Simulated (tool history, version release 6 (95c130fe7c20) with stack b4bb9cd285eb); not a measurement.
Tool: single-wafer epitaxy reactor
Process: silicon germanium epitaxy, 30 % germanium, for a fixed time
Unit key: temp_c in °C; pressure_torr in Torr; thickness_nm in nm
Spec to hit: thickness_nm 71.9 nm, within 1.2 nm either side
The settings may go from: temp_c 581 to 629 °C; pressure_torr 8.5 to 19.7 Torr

run 1 day=0 | temp_c=605 pressure_torr=14.1 | thickness_nm=53.916
run 2 day=0.262 | temp_c=610 pressure_torr=14.1 | thickness_nm=58.437
run 3 day=0.317 | temp_c=614 pressure_torr=14.1 | thickness_nm=62.495
run 4 day=0.608 | temp_c=616 pressure_torr=14.1 | thickness_nm=64.478
run 5 day=0.838 | temp_c=616 pressure_torr=13.3 | thickness_nm=62.676
run 6 day=0.917 | temp_c=616 pressure_torr=15.2 | thickness_nm=66.705
run 7 day=1.179 | temp_c=617 pressure_torr=15.2 | thickness_nm=68.406
run 8 day=1.442 | temp_c=618 pressure_torr=15.2 | thickness_nm=69.141
run 9 day=1.612 | temp_c=619 pressure_torr=15.2 | thickness_nm=69.387

5 next moves are on the table. One of them brings every result within its allowed miss. Which?
run A day=1.783 | temp_c=622 pressure_torr=14.8 | thickness_nm=?
run B day=1.783 | temp_c=616 pressure_torr=15.7 | thickness_nm=?
run C day=1.783 | temp_c=620 pressure_torr=14.7 | thickness_nm=?
run D day=1.783 | temp_c=624 pressure_torr=15.1 | thickness_nm=?
run E day=1.783 | temp_c=614 pressure_torr=17.8 | thickness_nm=?

move=A thickness_nm=72.972
move=B thickness_nm=68.326
move=C thickness_nm=70.507
move=D thickness_nm=75.993
move=E thickness_nm=70.201
A: meets every target
B: misses by more than the last run did
C: an improvement on the last run, though not all results are within tolerance
D: moves the result that the last run missed by most past its target, out the other side
E: an improvement on the last run, though not all results are within tolerance
The right move is A.
